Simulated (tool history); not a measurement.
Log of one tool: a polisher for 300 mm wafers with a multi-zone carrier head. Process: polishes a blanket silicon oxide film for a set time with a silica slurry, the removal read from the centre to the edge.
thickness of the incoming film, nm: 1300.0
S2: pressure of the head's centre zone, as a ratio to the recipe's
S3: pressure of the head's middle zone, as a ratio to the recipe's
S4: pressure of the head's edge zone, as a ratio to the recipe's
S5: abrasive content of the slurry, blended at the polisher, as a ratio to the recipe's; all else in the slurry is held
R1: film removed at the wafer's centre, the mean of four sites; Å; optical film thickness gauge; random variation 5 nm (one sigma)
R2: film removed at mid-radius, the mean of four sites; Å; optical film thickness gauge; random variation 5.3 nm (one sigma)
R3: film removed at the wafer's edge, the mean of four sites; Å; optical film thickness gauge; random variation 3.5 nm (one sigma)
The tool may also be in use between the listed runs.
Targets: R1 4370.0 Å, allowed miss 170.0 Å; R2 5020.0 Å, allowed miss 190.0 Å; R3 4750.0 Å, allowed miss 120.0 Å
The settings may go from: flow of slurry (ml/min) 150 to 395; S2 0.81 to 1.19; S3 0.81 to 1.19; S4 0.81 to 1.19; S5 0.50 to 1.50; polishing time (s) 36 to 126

Run 1, hour 0.0: flow of slurry (ml/min) 250, S2 1.00, S3 1.00, S4 1.00, S5 1.00, polishing time (s) 81. Result: R1 3542.7 Å, R2 3490.6 Å, R3 3506.1 Å.
Run 2, hour 4.3: flow of slurry (ml/min) 250, S2 1.00, S3 1.00, S4 1.00, S5 1.15, polishing time (s) 81. Result: R1 3771.6 Å, R2 3725.7 Å, R3 3702.6 Å.
Run 3, hour 11.0: flow of slurry (ml/min) 295, S2 1.00, S3 1.00, S4 1.00, S5 1.15, polishing time (s) 81. Result: R1 3871.0 Å, R2 3842.6 Å, R3 3737.3 Å.
Run 4, hour 12.9: flow of slurry (ml/min) 295, S2 1.00, S3 1.05, S4 1.00, S5 1.15, polishing time (s) 81. Result: R1 3893.0 Å, R2 3969.7 Å, R3 3799.6 Å.
Run 5, hour 15.0: flow of slurry (ml/min) 295, S2 1.00, S3 1.05, S4 1.00, S5 1.00, polishing time (s) 81. Result: R1 3599.5 Å, R2 3728.4 Å, R3 3561.4 Å.
Run 6, hour 20.6: flow of slurry (ml/min) 295, S2 1.00, S3 1.06, S4 1.02, S5 1.05, polishing time (s) 81. Result: R1 3683.1 Å, R2 3792.5 Å, R3 3579.7 Å.
Run 7, hour 25.1: flow of slurry (ml/min) 295, S2 0.99, S3 1.06, S4 1.02, S5 1.10, polishing time (s) 82. Result: R1 3773.3 Å, R2 3984.8 Å, R3 3756.2 Å.
Run 8, hour 30.8: flow of slurry (ml/min) 290, S2 0.98, S3 1.06, S4 1.03, S5 1.15, polishing time (s) 82. Result: R1 3817.0 Å, R2 4028.6 Å, R3 3823.0 Å.
Run 9, hour 31.7: flow of slurry (ml/min) 285, S2 0.97, S3 1.06, S4 1.03, S5 1.20, polishing time (s) 83. Result: R1 3780.6 Å, R2 4085.5 Å, R3 3985.2 Å.
Run 10, hour 33.7: flow of slurry (ml/min) 285, S2 0.97, S3 1.07, S4 1.03, S5 1.25, polishing time (s) 83. Result: R1 3965.4 Å, R2 4227.5 Å, R3 4043.4 Å.
Run 11, hour 38.2: flow of slurry (ml/min) 285, S2 0.97, S3 1.07, S4 1.03, S5 1.25, polishing time (s) 83. Result: R1 3962.1 Å, R2 4179.1 Å, R3 4038.7 Å.
Run 12, hour 39.5: flow of slurry (ml/min) 290, S2 0.96, S3 1.08, S4 1.04, S5 1.30, polishing time (s) 83. Result: R1 4078.4 Å, R2 4313.7 Å, R3 4117.5 Å.
Run 13, hour 44.6: flow of slurry (ml/min) 290, S2 0.95, S3 1.09, S4 1.05, S5 1.30, polishing time (s) 83. Result: R1 3932.0 Å, R2 4278.8 Å, R3 4133.4 Å.
Run 14, hour 48.8: flow of slurry (ml/min) 290, S2 0.95, S3 1.09, S4 1.05, S5 1.30, polishing time (s) 83. Result: R1 3932.3 Å, R2 4401.3 Å, R3 4061.9 Å.
Run 15, hour 54.1: flow of slurry (ml/min) 320, S2 0.96, S3 1.14, S4 1.15, S5 1.50, polishing time (s) 84. Result: R1 4237.2 Å, R2 4741.0 Å, R3 4623.0 Å.

Which of these 5 next moves meets every target?
Run A, hour 59.4: flow of slurry (ml/min) 355, S2 0.93, S3 1.14, S4 1.13, S5 1.50, polishing time (s) 87. Result: R1 ?, R2 ?, R3 ?.
Run B, hour 59.4: flow of slurry (ml/min) 305, S2 1.03, S3 1.04, S4 1.19, S5 1.50, polishing time (s) 80. Result: R1 ?, R2 ?, R3 ?.
Run C, hour 59.4: flow of slurry (ml/min) 315, S2 0.84, S3 1.19, S4 1.10, S5 1.45, polishing time (s) 90. Result: R1 ?, R2 ?, R3 ?.
Run D, hour 59.4: flow of slurry (ml/min) 240, S2 0.86, S3 1.19, S4 1.16, S5 1.50, polishing time (s) 85. Result: R1 ?, R2 ?, R3 ?.
Run E, hour 59.4: flow of slurry (ml/min) 275, S2 0.98, S3 0.96, S4 1.19, S5 1.50, polishing time (s) 92. Result: R1 ?, R2 ?, R3 ?.

move      R1      R2      R3
   A  4415.7  4948.7  4788.7
   B  4393.7  4202.2  4468.6
   C  4060.7  5163.9  4791.7
   D  3830.9  4782.7  4584.4
   E  4762.2  4523.6  5099.8
A: meets every target
B: further off than the last run
C: brings the result that was furthest off to its target, and leaves another outside
D: further off than the last run
E: further off than the last run
The right move is A.
